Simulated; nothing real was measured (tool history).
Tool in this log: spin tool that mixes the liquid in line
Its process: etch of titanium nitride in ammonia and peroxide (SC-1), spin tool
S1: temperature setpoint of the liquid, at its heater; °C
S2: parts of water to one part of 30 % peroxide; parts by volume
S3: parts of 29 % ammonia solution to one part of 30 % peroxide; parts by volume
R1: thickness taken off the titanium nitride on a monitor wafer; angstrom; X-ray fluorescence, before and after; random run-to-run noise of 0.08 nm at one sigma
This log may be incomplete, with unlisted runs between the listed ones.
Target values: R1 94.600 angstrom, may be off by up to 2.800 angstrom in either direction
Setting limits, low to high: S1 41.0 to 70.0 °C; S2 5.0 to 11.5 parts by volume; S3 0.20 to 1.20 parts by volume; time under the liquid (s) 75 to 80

run 1 hour=0.0 | S1=57.0 S2=6.5 S3=0.70 time_under_the_liquid_(s)=75 | R1=143.000
run 2 hour=2.2 | S1=55.0 S2=6.5 S3=0.70 time_under_the_liquid_(s)=75 | R1=126.350
run 3 hour=3.1 | S1=55.0 S2=6.5 S3=0.70 time_under_the_liquid_(s)=75 | R1=125.580
run 4 hour=11.5 | S1=53.5 S2=6.5 S3=0.70 time_under_the_liquid_(s)=75 | R1=112.040
run 5 hour=12.2 | S1=59.5 S2=6.5 S3=0.70 time_under_the_liquid_(s)=75 | R1=169.990
run 6 hour=20.1 | S1=59.5 S2=6.5 S3=0.95 time_under_the_liquid_(s)=75 | R1=176.730
run 7 hour=28.6 | S1=56.5 S2=6.5 S3=0.95 time_under_the_liquid_(s)=75 | R1=146.250
run 8 hour=34.3 | S1=56.5 S2=6.5 S3=0.95 time_under_the_liquid_(s)=75 | R1=146.710
run 9 hour=40.5 | S1=54.5 S2=6.5 S3=0.95 time_under_the_liquid_(s)=75 | R1=127.750
run 10 hour=42.6 | S1=53.0 S2=6.5 S3=0.95 time_under_the_liquid_(s)=75 | R1=115.350
run 11 hour=46.1 | S1=52.0 S2=6.5 S3=0.95 time_under_the_liquid_(s)=75 | R1=108.070
run 12 hour=47.1 | S1=51.5 S2=6.5 S3=0.95 time_under_the_liquid_(s)=75 | R1=101.710
run 13 hour=50.2 | S1=51.0 S2=6.5 S3=0.95 time_under_the_liquid_(s)=75 | R1=99.219

Consider the 4 candidate settings below. Which is the only one whose results all fall within their allowed miss of target?
run A hour=53.3 | S1=49.0 S2=5.5 S3=1.05 time_under_the_liquid_(s)=75 | R1=?
run B hour=53.3 | S1=50.5 S2=5.5 S3=1.00 time_under_the_liquid_(s)=75 | R1=?
run C hour=53.3 | S1=51.0 S2=6.5 S3=1.00 time_under_the_liquid_(s)=80 | R1=?
run D hour=53.3 | S1=52.0 S2=8.0 S3=0.95 time_under_the_liquid_(s)=80 | R1=?

move=A R1=93.968
move=B R1=103.740
move=C R1=106.270
move=D R1=102.540
A: all results land within tolerance of their targets
B: lands further from the targets than the last run did
C: lands further from the targets than the last run did
D: lands further from the targets than the last run did
Go with A: it meets all targets.
